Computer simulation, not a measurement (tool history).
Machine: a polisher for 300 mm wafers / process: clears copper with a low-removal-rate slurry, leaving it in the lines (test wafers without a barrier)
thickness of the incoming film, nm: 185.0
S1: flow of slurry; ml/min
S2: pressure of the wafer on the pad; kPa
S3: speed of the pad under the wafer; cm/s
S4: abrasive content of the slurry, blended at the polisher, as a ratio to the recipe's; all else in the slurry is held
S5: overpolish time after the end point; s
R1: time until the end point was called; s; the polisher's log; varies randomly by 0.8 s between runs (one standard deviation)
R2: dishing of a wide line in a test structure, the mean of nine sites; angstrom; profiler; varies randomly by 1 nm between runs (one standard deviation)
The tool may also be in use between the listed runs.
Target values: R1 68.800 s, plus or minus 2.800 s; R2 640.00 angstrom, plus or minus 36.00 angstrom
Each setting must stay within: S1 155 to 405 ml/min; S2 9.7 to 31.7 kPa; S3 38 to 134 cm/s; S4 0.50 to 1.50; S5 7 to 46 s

| run | hour | S1 | S2 | S3 | S4 | S5 | R1 | R2 |
|---|---|---|---|---|---|---|---|---|
| 1 | 0.0 | 260 | 20.7 | 86 | 1.00 | 24 | 84.783 | 353.07 |
| 2 | 7.6 | 260 | 20.7 | 86 | 0.85 | 24 | 88.338 | 330.81 |
| 3 | 11.4 | 265 | 21.4 | 86 | 0.90 | 27 | 83.032 | 396.01 |
| 4 | 19.9 | 265 | 21.4 | 86 | 0.70 | 27 | 88.639 | 379.24 |
| 5 | 23.8 | 265 | 21.4 | 86 | 0.50 | 27 | 95.953 | 350.83 |
| 6 | 24.6 | 265 | 22.8 | 86 | 0.50 | 29 | 92.591 | 383.18 |
| 7 | 30.4 | 265 | 28.3 | 88 | 0.50 | 39 | 78.964 | 549.00 |
| 8 | 35.2 | 265 | 29.0 | 88 | 0.50 | 40 | 76.617 | 575.09 |
| 9 | 40.0 | 265 | 29.6 | 88 | 0.50 | 40 | 77.164 | 577.06 |
|  | 41.8 | slurry nozzle cleaned |
| 10 | 41.8 | 265 | 30.3 | 90 | 0.50 | 40 | 71.560 | 596.86 |

4 next moves are on the table. One of them brings every result within its allowed miss. Which?
| A | 43.6 | 240 | 31.0 | 90 | 0.50 | 38 | ? | ? |
| B | 43.6 | 325 | 29.0 | 94 | 0.50 | 43 | ? | ? |
| C | 43.6 | 330 | 31.7 | 94 | 0.55 | 33 | ? | ? |
| D | 43.6 | 265 | 31.7 | 102 | 0.50 | 37 | ? | ? |

| move | R1 | R2 |
|---|---|---|
| A | 71.933 | 564.30 |
| B | 70.029 | 627.54 |
| C | 64.179 | 553.52 |
| D | 61.995 | 618.01 |
A: its largest miss is bigger than the last run's
B: all results in spec
C: its largest miss is bigger than the last run's
D: gets the furthest-off result to its target, but another result is out of tolerance
The move that meets every target is B.
